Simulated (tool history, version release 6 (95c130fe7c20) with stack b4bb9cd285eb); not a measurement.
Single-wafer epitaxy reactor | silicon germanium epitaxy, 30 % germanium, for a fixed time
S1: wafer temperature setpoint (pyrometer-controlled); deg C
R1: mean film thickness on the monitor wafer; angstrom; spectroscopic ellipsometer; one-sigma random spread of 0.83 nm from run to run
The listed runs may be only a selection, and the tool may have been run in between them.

Run 1, hour 0: S1 625 deg C, chamber pressure (Pa) 3106. Result: R1 1015 angstrom.
Run 2, hour 6.2: S1 625 deg C, chamber pressure (Pa) 2760. Result: R1 965.46 angstrom.
Run 3, hour 10.4: S1 627 deg C, chamber pressure (Pa) 2800. Result: R1 1013.1 angstrom.
Run 4, hour 16.7: S1 629 deg C, chamber pressure (Pa) 2813. Result: R1 1049.1 angstrom.
Run 5, hour 20.1: S1 631 deg C, chamber pressure (Pa) 2826. Result: R1 1092.6 angstrom.
Run 6, hour 25.9: S1 631 deg C, chamber pressure (Pa) 2386. Result: R1 1004.9 angstrom.
Run 7, hour 33.5: S1 633 deg C, chamber pressure (Pa) 2440. Result: R1 1063.4 angstrom.
Run 8, hour 37.7: S1 635 deg C, chamber pressure (Pa) 2480. Result: R1 1115.4 angstrom.
Run 9, hour 39.6: S1 636 deg C, chamber pressure (Pa) 2506. Result: R1 1127.8 angstrom.
Run 10, hour 42.4: S1 637 deg C, chamber pressure (Pa) 2560. Result: R1 1173 angstrom.
Run 11, hour 48.7: S1 638 deg C, chamber pressure (Pa) 2586. Result: R1 1184.1 angstrom.
Run 12, hour 54.8: S1 639 deg C, chamber pressure (Pa) 2626. Result: R1 1237.7 angstrom.
Run 13, hour 61.6: S1 640 deg C, chamber pressure (Pa) 2640. Result: R1 1247.3 angstrom.

The next listed run, before its measurement:
Run 14, hour 66.7: S1 649 deg C, chamber pressure (Pa) 3186. Result: R1 ?.

{"run 14": {"R1": 1616.3}}
